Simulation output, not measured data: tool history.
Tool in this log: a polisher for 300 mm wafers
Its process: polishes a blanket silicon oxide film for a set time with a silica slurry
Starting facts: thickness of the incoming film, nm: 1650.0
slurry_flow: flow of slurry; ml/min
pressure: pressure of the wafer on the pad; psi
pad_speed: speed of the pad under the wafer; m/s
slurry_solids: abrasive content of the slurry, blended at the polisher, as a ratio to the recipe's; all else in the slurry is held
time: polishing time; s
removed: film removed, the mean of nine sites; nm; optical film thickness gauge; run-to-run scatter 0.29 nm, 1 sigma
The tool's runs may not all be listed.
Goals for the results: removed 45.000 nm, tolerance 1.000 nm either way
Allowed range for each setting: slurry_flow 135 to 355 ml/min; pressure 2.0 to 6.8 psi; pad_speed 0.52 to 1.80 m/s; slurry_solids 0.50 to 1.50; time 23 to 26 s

run	hour	slurry_flow	pressure	pad_speed	slurry_solids	time	removed
1	0.0	225	4.4	1.16	1.00	26	92.465
2	2.5	225	4.4	1.42	1.00	26	107.280
3	7.8	220	4.0	1.34	1.00	26	95.442
4	13.6	195	4.0	1.34	1.00	26	93.213
5	17.7	190	3.7	1.26	1.00	26	83.110
6	20.2	185	3.4	1.20	1.00	26	75.878
7	22.7	180	3.2	1.14	1.00	26	69.874
8	30.9	180	3.0	1.08	1.00	26	64.707
9	34.1	180	2.8	1.04	1.00	26	59.944
10	37.2	180	2.7	1.02	1.00	26	57.738
11	40.2	180	2.6	1.00	1.00	26	55.388
12	44.0	180	2.5	0.98	1.00	26	53.571
13	49.7	180	2.4	0.96	1.00	26	51.707
14	52.0	180	2.3	0.94	1.00	26	48.968

Pick the move, out of 5, that brings all results within their allowed miss; only one does.
A	54.3	170	2.4	1.06	1.00	26	?
B	54.3	200	3.0	0.94	0.95	25	?
C	54.3	170	2.3	0.90	1.10	24	?
D	54.3	180	2.3	0.86	1.05	23	?
E	54.3	180	3.1	0.90	1.05	26	?

move	removed
A	55.150
B	55.024
C	45.566
D	41.528
E	58.485
A: its largest miss is bigger than the last run's
B: its largest miss is bigger than the last run's
C: all results in spec
D: the result that was furthest off in the last run now lies on the other side of its target
E: its largest miss is bigger than the last run's
Move C is the one to make.

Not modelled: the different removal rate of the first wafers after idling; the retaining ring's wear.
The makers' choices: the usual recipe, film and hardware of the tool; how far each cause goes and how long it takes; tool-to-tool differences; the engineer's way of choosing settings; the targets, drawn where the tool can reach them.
